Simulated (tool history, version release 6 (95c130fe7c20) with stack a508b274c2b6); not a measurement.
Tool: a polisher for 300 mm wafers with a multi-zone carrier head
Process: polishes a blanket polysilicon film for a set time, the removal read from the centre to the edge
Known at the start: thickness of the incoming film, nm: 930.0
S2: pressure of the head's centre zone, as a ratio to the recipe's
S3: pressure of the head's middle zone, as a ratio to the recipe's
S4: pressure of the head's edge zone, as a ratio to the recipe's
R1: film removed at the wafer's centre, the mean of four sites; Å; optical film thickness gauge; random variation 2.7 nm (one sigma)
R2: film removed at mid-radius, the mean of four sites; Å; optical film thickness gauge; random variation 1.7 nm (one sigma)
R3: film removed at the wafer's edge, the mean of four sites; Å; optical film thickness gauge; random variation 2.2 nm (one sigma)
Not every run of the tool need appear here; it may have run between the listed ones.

run 1 hour=0 | flow_of_slurry_(ml/min)=310 S2=1 S3=1 S4=1 polishing_time_(s)=30 | R1=1662.8 R2=1484.7 R3=1459.1
run 2 hour=7.7 | flow_of_slurry_(ml/min)=310 S2=1 S3=1 S4=1 polishing_time_(s)=33 | R1=1845 R2=1613.8 R3=1623.3
run 3 hour=15.2 | flow_of_slurry_(ml/min)=235 S2=1 S3=1 S4=1 polishing_time_(s)=33 | R1=1764.5 R2=1559.9 R3=1583.2
run 4 hour=16.7 | flow_of_slurry_(ml/min)=255 S2=0.99 S3=1.03 S4=1.02 polishing_time_(s)=33 | R1=1791.3 R2=1643.7 R3=1627.4
run 5 hour=25.3 | flow_of_slurry_(ml/min)=270 S2=0.98 S3=1.05 S4=1.03 polishing_time_(s)=33 | R1=1761.1 R2=1661.5 R3=1620.9
run 6 hour=29.9 | flow_of_slurry_(ml/min)=270 S2=0.98 S3=1.1 S4=1.03 polishing_time_(s)=33 | R1=1801.9 R2=1728.2 R3=1594.4
run 7 hour=36.1 | flow_of_slurry_(ml/min)=280 S2=0.97 S3=1.12 S4=1.05 polishing_time_(s)=33 | R1=1770.2 R2=1761.5 R3=1629.7
run 8 hour=43.6 | flow_of_slurry_(ml/min)=280 S2=0.97 S3=1.12 S4=1.05 polishing_time_(s)=33 | R1=1718.1 R2=1747.8 R3=1636.9

Run 9 has not been measured yet. What should we expect?
run 9 hour=45.7 | flow_of_slurry_(ml/min)=285 S2=0.97 S3=1.14 S4=1.05 polishing_time_(s)=33 | R1=? R2=? R3=?

Run 9 gave R1 1732.5 Å, R2 1791.5 Å, R3 1675.2 Å.

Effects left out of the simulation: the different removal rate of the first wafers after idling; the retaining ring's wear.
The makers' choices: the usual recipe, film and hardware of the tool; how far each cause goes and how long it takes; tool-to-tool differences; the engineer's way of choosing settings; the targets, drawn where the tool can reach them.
